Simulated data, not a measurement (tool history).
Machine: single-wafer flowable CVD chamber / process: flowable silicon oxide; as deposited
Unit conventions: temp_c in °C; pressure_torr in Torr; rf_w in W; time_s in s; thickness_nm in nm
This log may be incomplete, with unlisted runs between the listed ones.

| run | hour | temp_c | pressure_torr | rf_w | time_s | thickness_nm |
|---|---|---|---|---|---|---|
| 1 | 0 | 95 | 0.95 | 1940 | 673 | 627.69 |
| 2 | 7.8 | 98 | 0.95 | 1940 | 673 | 566.63 |
| 3 | 12.2 | 98 | 0.95 | 1940 | 673 | 567.58 |
| 4 | 20.8 | 98 | 0.95 | 1940 | 673 | 566.1 |
| 5 | 25.1 | 98 | 0.95 | 1740 | 673 | 549.92 |
| 6 | 27 | 98 | 0.95 | 1740 | 673 | 548.51 |

Run 7 is up next; what results do you expect?
| 7 | 35.9 | 108 | 0.949 | 1740 | 673 | ? |

{"run 7": {"thickness_nm": 386.3}}
